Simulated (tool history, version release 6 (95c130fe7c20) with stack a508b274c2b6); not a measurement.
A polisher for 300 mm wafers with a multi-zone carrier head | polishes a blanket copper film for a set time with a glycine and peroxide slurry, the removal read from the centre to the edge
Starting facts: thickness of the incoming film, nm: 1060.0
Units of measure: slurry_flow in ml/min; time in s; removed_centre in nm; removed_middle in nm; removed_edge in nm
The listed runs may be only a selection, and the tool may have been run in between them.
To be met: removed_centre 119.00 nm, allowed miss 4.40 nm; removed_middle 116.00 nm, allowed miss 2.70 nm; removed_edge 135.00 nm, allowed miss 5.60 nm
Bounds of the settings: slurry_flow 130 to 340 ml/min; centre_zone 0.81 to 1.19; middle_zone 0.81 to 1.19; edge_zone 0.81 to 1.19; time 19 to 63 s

run 1 day=0.000 | slurry_flow=220 centre_zone=1.00 middle_zone=1.00 edge_zone=1.00 time=41 | removed_centre=193.35 removed_middle=182.06 removed_edge=189.47
run 2 day=0.200 | slurry_flow=220 centre_zone=1.00 middle_zone=1.06 edge_zone=1.00 time=41 | removed_centre=188.36 removed_middle=190.52 removed_edge=190.83
run 3 day=0.396 | slurry_flow=220 centre_zone=1.00 middle_zone=1.06 edge_zone=1.00 time=33 | removed_centre=158.51 removed_middle=152.45 removed_edge=154.67
run 4 day=0.762 | slurry_flow=275 centre_zone=1.00 middle_zone=1.06 edge_zone=1.00 time=33 | removed_centre=160.85 removed_middle=157.27 removed_edge=155.17
run 5 day=1.088 | slurry_flow=270 centre_zone=0.98 middle_zone=1.04 edge_zone=1.00 time=32 | removed_centre=151.79 removed_middle=150.49 removed_edge=150.13
run 6 day=1.454 | slurry_flow=270 centre_zone=0.98 middle_zone=1.04 edge_zone=1.00 time=27 | removed_centre=126.07 removed_middle=127.94 removed_edge=126.49
run 7 day=1.508 | slurry_flow=260 centre_zone=0.98 middle_zone=1.03 edge_zone=1.02 time=27 | removed_centre=128.80 removed_middle=126.84 removed_edge=127.69
run 8 day=1.700 | slurry_flow=225 centre_zone=0.88 middle_zone=0.93 edge_zone=1.12 time=27 | removed_centre=113.59 removed_middle=112.49 removed_edge=130.47

Exactly one of the 5 candidate moves below puts every result within its allowed miss. Which one?
run A day=1.892 | slurry_flow=260 centre_zone=0.87 middle_zone=0.89 edge_zone=1.05 time=28 | removed_centre=? removed_middle=? removed_edge=?
run B day=1.892 | slurry_flow=200 centre_zone=0.88 middle_zone=0.88 edge_zone=1.15 time=28 | removed_centre=? removed_middle=? removed_edge=?
run C day=1.892 | slurry_flow=130 centre_zone=0.88 middle_zone=0.90 edge_zone=1.15 time=30 | removed_centre=? removed_middle=? removed_edge=?
run D day=1.892 | slurry_flow=245 centre_zone=0.86 middle_zone=0.90 edge_zone=1.01 time=26 | removed_centre=? removed_middle=? removed_edge=?
run E day=1.892 | slurry_flow=250 centre_zone=0.97 middle_zone=0.87 edge_zone=1.09 time=27 | removed_centre=? removed_middle=? removed_edge=?

move=A removed_centre=121.88 removed_middle=115.80 removed_edge=134.22
move=B removed_centre=118.19 removed_middle=110.59 removed_edge=136.22
move=C removed_centre=114.22 removed_middle=110.13 removed_edge=136.62
move=D removed_centre=111.16 removed_middle=107.75 removed_edge=121.80
move=E removed_centre=128.45 removed_middle=109.01 removed_edge=131.21
A: meets every target
B: lands further from the targets than the last run did
C: lands further from the targets than the last run did
D: lands further from the targets than the last run did
E: lands further from the targets than the last run did
Go with A: it meets all targets.

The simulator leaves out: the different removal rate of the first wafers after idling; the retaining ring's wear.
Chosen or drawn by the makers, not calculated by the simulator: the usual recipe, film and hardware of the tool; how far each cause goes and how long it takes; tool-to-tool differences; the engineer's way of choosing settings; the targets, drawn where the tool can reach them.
